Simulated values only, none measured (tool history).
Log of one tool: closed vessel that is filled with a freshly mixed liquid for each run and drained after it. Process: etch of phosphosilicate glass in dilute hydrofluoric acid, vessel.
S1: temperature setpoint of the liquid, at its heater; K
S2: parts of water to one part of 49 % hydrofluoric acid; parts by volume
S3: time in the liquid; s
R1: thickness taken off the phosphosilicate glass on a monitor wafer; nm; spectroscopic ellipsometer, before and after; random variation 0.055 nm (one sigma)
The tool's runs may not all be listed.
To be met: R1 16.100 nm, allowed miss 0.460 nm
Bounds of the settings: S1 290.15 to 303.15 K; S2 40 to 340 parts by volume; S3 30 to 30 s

run    day      S1   S2  S3      R1
  1  0.000  295.15  190  30  13.950
  2  0.142  295.15  135  30  20.742
  3  0.408  293.65  140  30  18.680
  4  0.596  292.65  140  30  18.058
  5  0.950  292.65  140  30  17.947
  6  1.242  292.65  190  30  12.558
  7  1.338  294.65  190  30  13.634
  8  1.483  296.15  190  30  14.475

Which of these 4 next moves meets every target?
  A  1.629  295.15  160  30   ?
  B  1.629  296.15  165  30   ?
  C  1.629  293.65  160  30   ?
  D  1.629  299.15  180  30   ?

move      R1
   A  16.960
   B  16.999
   C  15.995
   D  17.143
A: takes the result that was furthest off past its target
B: takes the result that was furthest off past its target
C: meets every target
D: takes the result that was furthest off past its target
The right move is C.
